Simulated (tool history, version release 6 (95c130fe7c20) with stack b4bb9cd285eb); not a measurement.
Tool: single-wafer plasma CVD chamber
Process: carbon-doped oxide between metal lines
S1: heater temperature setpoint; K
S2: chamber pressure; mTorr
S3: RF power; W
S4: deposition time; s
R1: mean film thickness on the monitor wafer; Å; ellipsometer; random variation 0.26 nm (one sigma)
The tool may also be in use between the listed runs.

| run | hour | S1 | S2 | S3 | S4 | R1 |
|---|---|---|---|---|---|---|
| 1 | 0 | 643.15 | 6640 | 415 | 10.6 | 458.94 |
| 2 | 2.2 | 643.15 | 7750 | 415 | 10.6 | 459.91 |
| 3 | 5.4 | 642.15 | 7780 | 425 | 10.61 | 470.53 |
| 4 | 11.7 | 642.15 | 7780 | 470 | 10.61 | 501.02 |
| 5 | 13.6 | 642.15 | 7780 | 470 | 10.6 | 499.28 |
| 6 | 18.4 | 642.15 | 6790 | 470 | 10.6 | 497.98 |
| 7 | 25.9 | 641.15 | 6830 | 475 | 10.6 | 506.9 |

The next listed run, before its measurement:
| 8 | 34.7 | 640.15 | 6830 | 475 | 10.6 | ? |

R1: 502.14 Å
